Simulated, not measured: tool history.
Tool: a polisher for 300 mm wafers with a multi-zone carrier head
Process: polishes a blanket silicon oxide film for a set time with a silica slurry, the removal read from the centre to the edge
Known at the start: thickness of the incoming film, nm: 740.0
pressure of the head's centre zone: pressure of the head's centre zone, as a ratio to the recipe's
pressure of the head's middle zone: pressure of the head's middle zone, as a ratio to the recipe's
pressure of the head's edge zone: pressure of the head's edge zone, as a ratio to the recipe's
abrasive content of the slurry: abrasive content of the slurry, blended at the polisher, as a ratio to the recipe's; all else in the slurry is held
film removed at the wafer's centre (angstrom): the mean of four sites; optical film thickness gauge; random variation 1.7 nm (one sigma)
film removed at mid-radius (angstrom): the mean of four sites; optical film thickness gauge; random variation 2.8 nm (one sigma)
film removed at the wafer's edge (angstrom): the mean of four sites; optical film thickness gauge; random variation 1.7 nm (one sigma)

run  hour  flow of slurry (ml/min)  pressure of the head's centre zone  pressure of the head's middle zone  pressure of the head's edge zone  abrasive content of the slurry  polishing time (s)  film removed at the wafer's centre (angstrom)  film removed at mid-radius (angstrom)  film removed at the wafer's edge (angstrom)
  1     0                      255                                   1                                   1                                 1                               1                  51                                         2416.1                                 2623.7                                         2705
  2   2.6                      255                                   1                                1.06                                 1                               1                  51                                         2406.3                                 2784.3                                         2717
  3  10.9                      250                                1.01                                1.03                              0.99                               1                  51                                         2438.3                                 2723.3                                       2685.3
  4  16.2                      250                                1.02                                1.01                              0.99                            0.95                  51                                         2412.1                                 2571.8                                       2652.8
  5  22.1                      250                                1.03                                0.99                              0.97                            0.95                  51                                           2434                                 2578.8                                       2626.6
  6  28.1                      225                                1.03                                0.99                              0.97                            0.95                  51                                         2397.4                                 2524.8                                       2592.2
  7  32.4                      220                                1.04                                0.97                              0.96                            0.95                  51                                         2414.5                                 2472.7                                       2549.9

The next listed run, before its measurement:
  8  38.4                      215                                1.05                                0.95                              0.95                            0.95                  51                                              ?                                      ?                                            ?

{"run 8": {"film removed at the wafer's centre (angstrom)": 2426.7, "film removed at mid-radius (angstrom)": 2424, "film removed at the wafer's edge (angstrom)": 2599.4}}

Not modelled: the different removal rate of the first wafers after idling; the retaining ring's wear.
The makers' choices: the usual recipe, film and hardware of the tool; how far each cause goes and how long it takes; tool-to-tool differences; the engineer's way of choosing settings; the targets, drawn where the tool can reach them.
